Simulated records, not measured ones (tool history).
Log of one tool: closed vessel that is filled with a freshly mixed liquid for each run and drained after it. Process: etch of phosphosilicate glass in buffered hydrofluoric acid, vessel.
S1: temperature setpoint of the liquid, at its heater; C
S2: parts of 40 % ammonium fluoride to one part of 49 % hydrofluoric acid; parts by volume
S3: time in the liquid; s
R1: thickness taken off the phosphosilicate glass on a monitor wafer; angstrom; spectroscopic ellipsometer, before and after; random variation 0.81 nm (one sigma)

{"run": 1, "hour": 0.0, "S1": 21, "S2": 22.5, "S3": 30, "R1": 444.9}
{"run": 2, "hour": 5.6, "S1": 21, "S2": 22.5, "S3": 30, "R1": 445.33}
{"run": 3, "hour": 6.8, "S1": 19, "S2": 22.5, "S3": 30, "R1": 402.88}
{"run": 4, "hour": 8.2, "S1": 19, "S2": 22.5, "S3": 30, "R1": 396.37}
{"run": 5, "hour": 16.8, "S1": 19, "S2": 25, "S3": 30, "R1": 377.64}
{"run": 6, "hour": 19.7, "S1": 20, "S2": 23.5, "S3": 30, "R1": 401.86}
{"run": 7, "hour": 23.6, "S1": 21, "S2": 22.5, "S3": 30, "R1": 449.79}
{"run": 8, "hour": 31.8, "S1": 22, "S2": 22, "S3": 30, "R1": 485.63}
{"run": 9, "hour": 38.9, "S1": 23, "S2": 21.5, "S3": 30, "R1": 518.2}
{"run": 10, "hour": 45.7, "S1": 23.5, "S2": 21, "S3": 30, "R1": 542.02}
{"run": 11, "hour": 49.3, "S1": 24, "S2": 20.5, "S3": 30, "R1": 567.84}
{"run": 12, "hour": 50.0, "S1": 24.5, "S2": 20, "S3": 30, "R1": 594.53}

Run 13 comes next. What will it give?
{"run": 13, "hour": 51.8, "S1": 25, "S2": 19.5, "S3": 30, "R1": "?"}

R1: 638.38 angstrom
